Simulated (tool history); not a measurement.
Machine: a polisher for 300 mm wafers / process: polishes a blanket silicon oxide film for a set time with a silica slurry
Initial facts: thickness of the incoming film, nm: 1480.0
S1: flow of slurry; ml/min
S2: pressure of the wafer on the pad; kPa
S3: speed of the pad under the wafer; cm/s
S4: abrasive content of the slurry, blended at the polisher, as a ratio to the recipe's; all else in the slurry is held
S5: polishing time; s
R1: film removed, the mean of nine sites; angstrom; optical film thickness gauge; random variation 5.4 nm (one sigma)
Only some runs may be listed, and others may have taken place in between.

run 1 hour=0 | S1=135 S2=30.3 S3=136 S4=1 S5=88 | R1=3177.5
run 2 hour=3.7 | S1=140 S2=33.1 S3=138 S4=1 S5=88 | R1=3401.3
run 3 hour=8.4 | S1=140 S2=33.1 S3=138 S4=1 S5=88 | R1=3529.1
run 4 hour=9.4 | S1=165 S2=33.1 S3=138 S4=1 S5=88 | R1=3532.4
run 5 hour=16.3 | S1=165 S2=33.1 S3=138 S4=1 S5=88 | R1=3497.1
run 6 hour=18.9 | S1=165 S2=33.1 S3=138 S4=1.2 S5=88 | R1=3864.2

What does the tool deliver on the next run?
run 7 hour=23.5 | S1=165 S2=33.8 S3=138 S4=1.2 S5=88 | R1=?

Run 7 measured R1 3929 angstrom.
